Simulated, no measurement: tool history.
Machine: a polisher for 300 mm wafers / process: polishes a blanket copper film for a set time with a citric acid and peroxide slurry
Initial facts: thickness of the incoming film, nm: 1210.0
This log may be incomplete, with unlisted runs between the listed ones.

run  hour  flow of slurry (ml/min)  pressure of the wafer on the pad (psi)  speed of the pad under the wafer (m/s)  abrasive content of the slurry  polishing time (s)  film removed (nm)
  1   0.0                      265                                     2.5                                    0.96                            1.00                  51             86.950
  2   7.3                      265                                     1.9                                    0.96                            1.00                  51             67.185
  3   9.1                      265                                     2.4                                    0.98                            1.00                  51             85.781
  4  17.9                      265                                     2.4                                    0.98                            0.85                  51             83.236
  5  26.6                      265                                     2.7                                    0.98                            0.85                  51             93.434
  6  31.5                      265                                     2.1                                    0.98                            0.85                  51             73.230
  7  39.3                      265                                     2.5                                    1.00                            0.85                  51             86.557

Expected results for the next run?
  8  46.0                      265                                     2.8                                    1.00                            0.85                  51                  ?

Run 8 measured film removed (nm) 98.522.
